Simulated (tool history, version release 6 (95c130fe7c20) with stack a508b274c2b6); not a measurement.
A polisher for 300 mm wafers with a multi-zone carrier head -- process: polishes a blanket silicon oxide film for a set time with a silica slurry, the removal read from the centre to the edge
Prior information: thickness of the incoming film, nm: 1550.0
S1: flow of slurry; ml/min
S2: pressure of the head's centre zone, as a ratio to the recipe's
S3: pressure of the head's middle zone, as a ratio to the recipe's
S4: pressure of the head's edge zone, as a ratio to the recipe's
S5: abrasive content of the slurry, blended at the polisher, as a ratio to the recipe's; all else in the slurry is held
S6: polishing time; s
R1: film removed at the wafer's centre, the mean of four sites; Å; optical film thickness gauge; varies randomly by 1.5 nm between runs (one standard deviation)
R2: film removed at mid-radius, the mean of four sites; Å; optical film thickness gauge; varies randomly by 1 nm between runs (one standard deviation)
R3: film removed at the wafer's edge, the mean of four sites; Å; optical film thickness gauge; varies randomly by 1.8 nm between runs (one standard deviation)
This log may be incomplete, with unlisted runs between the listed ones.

run	hour	S1	S2	S3	S4	S5	S6	R1	R2	R3
1	0.0	170	1.00	1.00	1.00	1.00	51	1483.4	1503.6	1530.5
2	2.1	170	1.06	1.00	1.00	1.00	51	1573.5	1495.4	1539.5
3	2.6	185	1.06	1.00	1.00	1.00	51	1611.8	1510.4	1530.2
4	10.9	185	1.03	1.00	0.98	0.95	51	1520.5	1491.4	1517.7
5	16.8	180	1.02	1.01	0.96	0.90	51	1426.0	1455.9	1423.1
6	21.3	145	1.02	1.01	0.96	0.90	51	1370.8	1379.2	1385.2
# hour 30.3: slurry nozzle cleaned
7	30.3	140	1.00	1.01	0.94	0.90	51	1440.9	1458.3	1417.2
8	32.1	140	0.99	1.02	0.95	0.85	51	1354.1	1393.6	1410.2

For run 9, what comes out?
9	39.2	145	0.97	1.02	0.93	0.80	51	?	?	?

R1: 1310.8 Å
R2: 1354.6 Å
R3: 1309.9 Å
